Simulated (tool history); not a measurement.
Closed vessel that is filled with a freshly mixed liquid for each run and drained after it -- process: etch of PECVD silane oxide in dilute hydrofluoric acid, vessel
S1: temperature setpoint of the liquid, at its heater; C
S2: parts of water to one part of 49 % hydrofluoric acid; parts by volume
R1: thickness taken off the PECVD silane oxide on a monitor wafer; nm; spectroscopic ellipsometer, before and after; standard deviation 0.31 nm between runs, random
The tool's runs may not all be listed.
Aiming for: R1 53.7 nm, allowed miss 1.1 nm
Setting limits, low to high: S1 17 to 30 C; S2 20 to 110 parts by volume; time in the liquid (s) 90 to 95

run 1 day=0 | S1=22 S2=60 time_in_the_liquid_(s)=90 | R1=26.78
run 2 day=0.142 | S1=22 S2=80 time_in_the_liquid_(s)=90 | R1=19.52
run 3 day=0.462 | S1=24.5 S2=65 time_in_the_liquid_(s)=90 | R1=26.991
run 4 day=0.75 | S1=26 S2=55 time_in_the_liquid_(s)=90 | R1=34.065
run 5 day=0.896 | S1=26 S2=55 time_in_the_liquid_(s)=95 | R1=36.201
run 6 day=1.267 | S1=25 S2=55 time_in_the_liquid_(s)=95 | R1=34.652
run 7 day=1.554 | S1=26.5 S2=50 time_in_the_liquid_(s)=95 | R1=41.252
run 8 day=1.621 | S1=27.5 S2=50 time_in_the_liquid_(s)=95 | R1=42.411
run 9 day=1.804 | S1=28 S2=45 time_in_the_liquid_(s)=95 | R1=48.955

Exercise: of the 4 proposed moves below, exactly one satisfies all targets within the stated allowed misses. Which move is it?
run A day=1.988 | S1=30 S2=45 time_in_the_liquid_(s)=90 | R1=?
run B day=1.988 | S1=29 S2=45 time_in_the_liquid_(s)=95 | R1=?
run C day=1.988 | S1=24 S2=35 time_in_the_liquid_(s)=95 | R1=?
run D day=1.988 | S1=28.5 S2=40 time_in_the_liquid_(s)=95 | R1=?

move=A R1=50.047
move=B R1=50.777
move=C R1=54.03
move=D R1=56.419
A: an improvement on the last run, though not all results are within tolerance
B: an improvement on the last run, though not all results are within tolerance
C: in spec on every target
D: moves the result that the last run missed by most past its target, out the other side
Go with C: it meets all targets.
